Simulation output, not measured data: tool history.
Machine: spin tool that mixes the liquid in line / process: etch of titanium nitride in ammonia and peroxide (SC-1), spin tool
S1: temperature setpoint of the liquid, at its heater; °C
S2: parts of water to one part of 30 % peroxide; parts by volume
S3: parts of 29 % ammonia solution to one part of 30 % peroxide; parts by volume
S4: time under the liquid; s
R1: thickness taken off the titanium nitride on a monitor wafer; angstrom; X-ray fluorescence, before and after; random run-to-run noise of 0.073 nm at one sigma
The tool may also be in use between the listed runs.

run,hour,S1,S2,S3,S4,R1
1,0,58,7,0.6,305,200.51
2,0.7,58,7,0.6,330,218.01
3,5.6,62.5,7,0.6,330,291.45
4,9.2,58,7,0.6,330,216.02
5,14.9,55,7,0.6,330,179.95
6,22.1,55,9,0.6,330,158.61
7,28.8,53,9,0.6,330,137.32
8,35.2,51.5,9,0.6,330,123.61
9,42.3,50,9,0.6,330,113.87
10,46,49,9,0.6,330,103.24

Run 11 comes next. What will it give?
11,47.4,48.5,9,0.6,330,?

{"run 11": {"R1": 101.07}}

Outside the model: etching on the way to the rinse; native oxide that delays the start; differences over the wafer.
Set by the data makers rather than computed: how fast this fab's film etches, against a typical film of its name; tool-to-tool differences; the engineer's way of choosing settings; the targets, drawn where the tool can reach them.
